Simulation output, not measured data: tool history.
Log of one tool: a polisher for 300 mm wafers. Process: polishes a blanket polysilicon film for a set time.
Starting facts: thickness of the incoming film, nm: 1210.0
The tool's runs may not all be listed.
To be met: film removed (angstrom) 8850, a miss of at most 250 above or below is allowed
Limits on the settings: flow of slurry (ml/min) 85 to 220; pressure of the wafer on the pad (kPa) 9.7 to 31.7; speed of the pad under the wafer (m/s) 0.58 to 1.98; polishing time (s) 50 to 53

run    day  flow of slurry (ml/min)  pressure of the wafer on the pad (kPa)  speed of the pad under the wafer (m/s)  polishing time (s)  film removed (angstrom)
  1      0                      140                                    20.7                                    1.28                  50                   6661.1
  2  0.067                      140                                    20.7                                    1.28                  53                   7058.6
  3  0.288                      140                                    18.6                                    1.28                  53                   6590.2
  4  0.396                      140                                    15.9                                    1.28                  53                   6067.9
  5  0.579                      165                                    15.9                                    1.28                  53                   6254.3
  6  0.896                      185                                    15.9                                    1.28                  53                   6348.4
  7  1.062                      190                                    21.4                                     1.3                  53                     7507
  8  1.138                      190                                    22.1                                     1.3                  53                   7856.8
  9  1.429                      190                                    22.8                                     1.3                  53                   7975.8

Next run, 5 choices. One meets every target within its allowed miss, the rest don't. Which?
  A  1.721                      130                                    24.1                                    1.28                  51                        ?
  B  1.721                      180                                      20                                    1.32                  50                        ?
  C  1.721                      180                                    26.2                                    1.22                  50                        ?
  D  1.721                      185                                    22.8                                    1.16                  52                        ?
  E  1.721                      195                                    24.1                                     1.4                  53                        ?

move  film removed (angstrom)
   A                   7406.9
   B                   7014.6
   C                   7827.5
   D                   7196.8
   E                   8829.2
A: misses by more than the last run did
B: misses by more than the last run did
C: misses by more than the last run did
D: misses by more than the last run did
E: all results in spec
E is the move that brings every result within its allowed miss.
